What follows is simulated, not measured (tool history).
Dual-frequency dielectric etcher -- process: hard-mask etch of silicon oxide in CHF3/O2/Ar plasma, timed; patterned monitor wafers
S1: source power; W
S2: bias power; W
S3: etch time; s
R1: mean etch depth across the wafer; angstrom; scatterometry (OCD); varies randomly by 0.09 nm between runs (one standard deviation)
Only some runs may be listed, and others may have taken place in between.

run 1 hour=0 | S1=740 S2=135 S3=8.5 | R1=161.26
run 2 hour=0.5 | S1=700 S2=132 S3=8.5 | R1=156.6
run 3 hour=1.6 | S1=700 S2=132 S3=8.5 | R1=153.74
run 4 hour=7.7 | S1=700 S2=154 S3=8.5 | R1=165.05
run 5 hour=13.4 | S1=660 S2=151 S3=8.5 | R1=154.29
run 6 hour=20.4 | S1=640 S2=150 S3=8.5 | R1=153.95
run 7 hour=27.6 | S1=620 S2=149 S3=8.5 | R1=149.7
run 8 hour=28.9 | S1=610 S2=148 S3=8.5 | R1=147.23

For run 9, what comes out?
run 9 hour=33.7 | S1=600 S2=148 S3=8.5 | R1=?

{"run 9": {"R1": 146.78}}

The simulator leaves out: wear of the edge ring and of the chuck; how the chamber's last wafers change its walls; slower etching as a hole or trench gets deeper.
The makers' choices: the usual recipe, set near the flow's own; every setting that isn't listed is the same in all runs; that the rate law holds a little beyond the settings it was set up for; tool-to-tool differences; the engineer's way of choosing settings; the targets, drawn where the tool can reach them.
